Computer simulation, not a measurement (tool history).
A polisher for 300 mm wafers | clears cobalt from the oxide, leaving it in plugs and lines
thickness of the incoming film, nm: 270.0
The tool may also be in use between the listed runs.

| run | day | flow of slurry (ml/min) | pressure of the wafer on the pad (kPa) | speed of the pad under the wafer (cm/s) | overpolish time after the end point (s) | time until the end point was called (s) | dishing of a wide line in a test structure (nm) |
|---|---|---|---|---|---|---|---|
| 1 | 0.000 | 290 | 10.3 | 86 | 14 | 66.888 | 36.482 |
| 2 | 0.292 | 290 | 10.3 | 100 | 14 | 60.360 | 39.049 |
| 3 | 0.646 | 290 | 11.0 | 100 | 13 | 55.886 | 38.698 |
| 4 | 1.021 | 290 | 11.0 | 100 | 12 | 56.396 | 36.411 |
| 5 | 1.221 | 290 | 11.0 | 112 | 12 | 51.808 | 38.880 |
| 6 | 1.304 | 290 | 11.0 | 112 | 11 | 51.568 | 36.406 |
| 7 | 1.338 | 290 | 13.1 | 112 | 5 | 43.788 | 22.508 |
| 8 | 1.621 | 290 | 13.1 | 114 | 5 | 43.017 | 23.587 |

What will run 9 give?
| 9 | 1.846 | 290 | 13.1 | 116 | 5 | ? | ? |

time until the end point was called (s): 42.737
dishing of a wide line in a test structure (nm): 23.226
